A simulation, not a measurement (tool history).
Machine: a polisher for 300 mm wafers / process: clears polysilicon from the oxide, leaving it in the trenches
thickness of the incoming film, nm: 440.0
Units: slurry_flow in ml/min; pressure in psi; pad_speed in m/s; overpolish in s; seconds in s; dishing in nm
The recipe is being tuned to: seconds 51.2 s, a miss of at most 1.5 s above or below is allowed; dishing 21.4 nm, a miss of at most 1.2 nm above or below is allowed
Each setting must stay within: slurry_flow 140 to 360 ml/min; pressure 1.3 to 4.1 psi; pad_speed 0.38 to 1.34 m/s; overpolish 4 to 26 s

{"run": 1, "day": 0.0, "slurry_flow": 230, "pressure": 2.7, "pad_speed": 0.86, "overpolish": 13, "seconds": 39.483, "dishing": 38.789}
{"run": 2, "day": 0.312, "slurry_flow": 230, "pressure": 2.6, "pad_speed": 0.86, "overpolish": 12, "seconds": 42.128, "dishing": 38.969}
{"run": 3, "day": 0.392, "slurry_flow": 230, "pressure": 2.6, "pad_speed": 0.86, "overpolish": 9, "seconds": 42.707, "dishing": 34.763}
{"run": 4, "day": 0.742, "slurry_flow": 230, "pressure": 2.6, "pad_speed": 0.84, "overpolish": 8, "seconds": 42.4, "dishing": 33.814}
{"run": 5, "day": 1.079, "slurry_flow": 230, "pressure": 2, "pad_speed": 0.84, "overpolish": 8, "seconds": 55.863, "dishing": 30.176}
{"run": 6, "day": 1.388, "slurry_flow": 230, "pressure": 1.7, "pad_speed": 0.84, "overpolish": 8, "seconds": 63.689, "dishing": 28.686}
{"run": 7, "day": 1.483, "slurry_flow": 245, "pressure": 1.6, "pad_speed": 0.88, "overpolish": 7, "seconds": 64.45, "dishing": 26.145}
{"run": 8, "day": 1.779, "slurry_flow": 260, "pressure": 1.6, "pad_speed": 0.9, "overpolish": 7, "seconds": 62.761, "dishing": 27.336}
{"run": 9, "day": 2.125, "slurry_flow": 240, "pressure": 1.6, "pad_speed": 0.94, "overpolish": 7, "seconds": 61.193, "dishing": 26.26}
{"run": 10, "day": 2.208, "slurry_flow": 235, "pressure": 1.6, "pad_speed": 0.98, "overpolish": 7, "seconds": 59.316, "dishing": 27.097}
{"run": 11, "day": 2.367, "slurry_flow": 235, "pressure": 1.6, "pad_speed": 0.98, "overpolish": 7, "seconds": 59.341, "dishing": 27.711}
{"run": 12, "day": 2.554, "slurry_flow": 255, "pressure": 1.6, "pad_speed": 1.02, "overpolish": 7, "seconds": 56.353, "dishing": 28.702}
{"run": 13, "day": 2.771, "slurry_flow": 240, "pressure": 1.6, "pad_speed": 1.04, "overpolish": 7, "seconds": 56.219, "dishing": 28.127}
{"run": 14, "day": 3.021, "slurry_flow": 225, "pressure": 1.6, "pad_speed": 1.08, "overpolish": 7, "seconds": 54.344, "dishing": 28.618}
{"run": 15, "day": 3.283, "slurry_flow": 245, "pressure": 1.6, "pad_speed": 1.1, "overpolish": 7, "seconds": 53.124, "dishing": 28.454}
{"run": 16, "day": 3.579, "slurry_flow": 260, "pressure": 1.6, "pad_speed": 1.12, "overpolish": 7, "seconds": 51.776, "dishing": 29.232}
{"run": 17, "day": 3.762, "slurry_flow": 195, "pressure": 2.1, "pad_speed": 1.02, "overpolish": 4, "seconds": 44.487, "dishing": 23.093}

Which one of the following 4 next-run settings gets every result inside its allowed miss? There is exactly one.
{"run": "A", "day": 3.946, "slurry_flow": 230, "pressure": 2.3, "pad_speed": 0.78, "overpolish": 5, "seconds": "?", "dishing": "?"}
{"run": "B", "day": 3.946, "slurry_flow": 190, "pressure": 1.5, "pad_speed": 1.18, "overpolish": 5, "seconds": "?", "dishing": "?"}
{"run": "C", "day": 3.946, "slurry_flow": 160, "pressure": 2.1, "pad_speed": 0.92, "overpolish": 4, "seconds": "?", "dishing": "?"}
{"run": "D", "day": 3.946, "slurry_flow": 190, "pressure": 1.8, "pad_speed": 1.06, "overpolish": 6, "seconds": "?", "dishing": "?"}

move=A seconds=51.061 dishing=24.54
move=B seconds=54.426 dishing=23.598
move=C seconds=50.972 dishing=21.308
move=D seconds=50.461 dishing=27.414
A: gets the furthest-off result to its target, but another result is out of tolerance
B: carries the result that was furthest off beyond its target, to the other side
C: every result lands within tolerance
D: gets the furthest-off result to its target, but another result is out of tolerance
The right move is C.
